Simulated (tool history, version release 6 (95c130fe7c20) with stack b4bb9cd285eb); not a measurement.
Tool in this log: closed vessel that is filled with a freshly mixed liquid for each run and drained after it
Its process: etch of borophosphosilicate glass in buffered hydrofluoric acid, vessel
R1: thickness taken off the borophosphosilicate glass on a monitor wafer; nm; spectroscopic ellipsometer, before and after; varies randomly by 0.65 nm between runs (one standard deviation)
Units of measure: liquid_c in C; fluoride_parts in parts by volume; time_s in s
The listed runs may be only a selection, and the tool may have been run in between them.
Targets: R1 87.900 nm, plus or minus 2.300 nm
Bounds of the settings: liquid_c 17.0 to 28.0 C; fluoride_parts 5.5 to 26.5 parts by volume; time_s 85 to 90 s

{"run": 1, "hour": 0.0, "liquid_c": 20.0, "fluoride_parts": 16.0, "time_s": 85, "R1": 128.02}
{"run": 2, "hour": 4.0, "liquid_c": 19.0, "fluoride_parts": 17.0, "time_s": 85, "R1": 115.75}
{"run": 3, "hour": 5.3, "liquid_c": 22.0, "fluoride_parts": 17.0, "time_s": 85, "R1": 136.47}
{"run": 4, "hour": 6.5, "liquid_c": 20.0, "fluoride_parts": 17.0, "time_s": 85, "R1": 121.26}
{"run": 5, "hour": 8.0, "liquid_c": 20.0, "fluoride_parts": 17.0, "time_s": 90, "R1": 127.09}
{"run": 6, "hour": 9.2, "liquid_c": 20.0, "fluoride_parts": 17.0, "time_s": 90, "R1": 129.26}
{"run": 7, "hour": 12.3, "liquid_c": 19.0, "fluoride_parts": 18.0, "time_s": 90, "R1": 114.8}
{"run": 8, "hour": 14.4, "liquid_c": 19.0, "fluoride_parts": 18.0, "time_s": 90, "R1": 115.17}
{"run": 9, "hour": 21.7, "liquid_c": 18.5, "fluoride_parts": 19.0, "time_s": 90, "R1": 107.5}
{"run": 10, "hour": 23.0, "liquid_c": 18.0, "fluoride_parts": 20.0, "time_s": 90, "R1": 99.255}
{"run": 11, "hour": 30.7, "liquid_c": 17.5, "fluoride_parts": 20.5, "time_s": 90, "R1": 95.773}
{"run": 12, "hour": 37.3, "liquid_c": 17.5, "fluoride_parts": 21.0, "time_s": 90, "R1": 93.378}

Of the 4 settings listed for the next run, only one would bring every result within its allowed miss of target. Which one?
{"run": "A", "hour": 43.9, "liquid_c": 19.0, "fluoride_parts": 22.5, "time_s": 90, "R1": "?"}
{"run": "B", "hour": 43.9, "liquid_c": 18.5, "fluoride_parts": 21.0, "time_s": 85, "R1": "?"}
{"run": "C", "hour": 43.9, "liquid_c": 19.0, "fluoride_parts": 23.5, "time_s": 85, "R1": "?"}
{"run": "D", "hour": 43.9, "liquid_c": 17.5, "fluoride_parts": 19.5, "time_s": 85, "R1": "?"}

move=A R1=97.271
move=B R1=93.710
move=C R1=89.135
move=D R1=93.969
A: further off than the last run
B: further off than the last run
C: every result lands within tolerance
D: further off than the last run
Go with C: it meets all targets.

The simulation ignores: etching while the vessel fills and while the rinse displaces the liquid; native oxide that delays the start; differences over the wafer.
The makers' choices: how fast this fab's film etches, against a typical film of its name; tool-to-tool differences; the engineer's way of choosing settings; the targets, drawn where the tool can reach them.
